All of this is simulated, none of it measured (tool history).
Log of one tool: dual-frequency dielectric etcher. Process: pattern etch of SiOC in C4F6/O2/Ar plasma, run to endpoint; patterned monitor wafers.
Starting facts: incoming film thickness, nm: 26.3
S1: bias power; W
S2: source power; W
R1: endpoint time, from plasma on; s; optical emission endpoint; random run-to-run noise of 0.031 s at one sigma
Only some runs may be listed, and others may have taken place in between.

| run | hour | S1 | S2 | R1 |
|---|---|---|---|---|
| 1 | 0.0 | 631 | 380 | 9.4445 |
| 2 | 5.0 | 631 | 340 | 9.7452 |
| 3 | 7.0 | 631 | 270 | 10.6190 |
| 4 | 14.9 | 631 | 300 | 10.1360 |
| 5 | 22.9 | 631 | 240 | 10.9470 |
| 6 | 30.3 | 631 | 310 | 10.0280 |
| 7 | 38.3 | 678 | 320 | 9.7752 |

What does the tool deliver on the next run?
| 8 | 45.8 | 716 | 340 | ? |

{"run 8": {"R1": 9.3215}}
